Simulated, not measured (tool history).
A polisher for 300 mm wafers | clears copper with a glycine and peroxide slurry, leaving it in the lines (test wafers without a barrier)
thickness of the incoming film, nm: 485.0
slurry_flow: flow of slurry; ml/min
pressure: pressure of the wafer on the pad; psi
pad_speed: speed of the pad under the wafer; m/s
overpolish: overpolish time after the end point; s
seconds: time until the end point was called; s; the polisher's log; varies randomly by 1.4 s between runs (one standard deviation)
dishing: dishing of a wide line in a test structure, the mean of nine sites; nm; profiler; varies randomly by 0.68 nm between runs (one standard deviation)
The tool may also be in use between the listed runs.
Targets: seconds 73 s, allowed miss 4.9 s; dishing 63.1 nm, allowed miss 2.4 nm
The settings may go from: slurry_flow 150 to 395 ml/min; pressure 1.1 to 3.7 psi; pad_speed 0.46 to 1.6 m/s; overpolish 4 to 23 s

| run | hour | slurry_flow | pressure | pad_speed | overpolish | seconds | dishing |
|---|---|---|---|---|---|---|---|
| 1 | 0 | 250 | 2.4 | 1.02 | 12 | 99.775 | 38.818 |
| 2 | 5.1 | 250 | 2.5 | 1.02 | 12 | 98.307 | 39.59 |
| 3 | 9.5 | 250 | 2.6 | 1.04 | 12 | 94.126 | 40.816 |
| 4 | 17.6 | 250 | 2.7 | 1.06 | 12 | 94.111 | 42.249 |
| 5 | 25 | 250 | 2.7 | 1.06 | 10 | 91.816 | 37.008 |
| 6 | 25.7 | 210 | 2.7 | 1.06 | 10 | 90.852 | 36.802 |
| 7 | 26.6 | 210 | 2.7 | 1.08 | 11 | 90.911 | 39.755 |
| 8 | 29.1 | 210 | 2.7 | 1.1 | 11 | 88.686 | 40.714 |
| 9 | 37.4 | 210 | 2.7 | 1.12 | 11 | 89.209 | 39.8 |
| 10 | 44.2 | 210 | 2.8 | 1.14 | 11 | 82.249 | 41.892 |

Which one of the following 4 next-run settings gets every result inside its allowed miss? There is exactly one.
| A | 51 | 155 | 3.5 | 1.44 | 13 | ? | ? |
| B | 51 | 150 | 2.6 | 1.22 | 17 | ? | ? |
| C | 51 | 245 | 3.2 | 1.16 | 19 | ? | ? |
| D | 51 | 210 | 2.9 | 1.56 | 14 | ? | ? |

| move | seconds | dishing |
|---|---|---|
| A | 60.985 | 56.001 |
| B | 89.64 | 52.592 |
| C | 72.413 | 62.611 |
| D | 63.813 | 56.387 |
A: better than the last run, though not everything is in spec
B: better than the last run, though not everything is in spec
C: hits every target within its allowed miss
D: better than the last run, though not everything is in spec
The move that meets every target is C.

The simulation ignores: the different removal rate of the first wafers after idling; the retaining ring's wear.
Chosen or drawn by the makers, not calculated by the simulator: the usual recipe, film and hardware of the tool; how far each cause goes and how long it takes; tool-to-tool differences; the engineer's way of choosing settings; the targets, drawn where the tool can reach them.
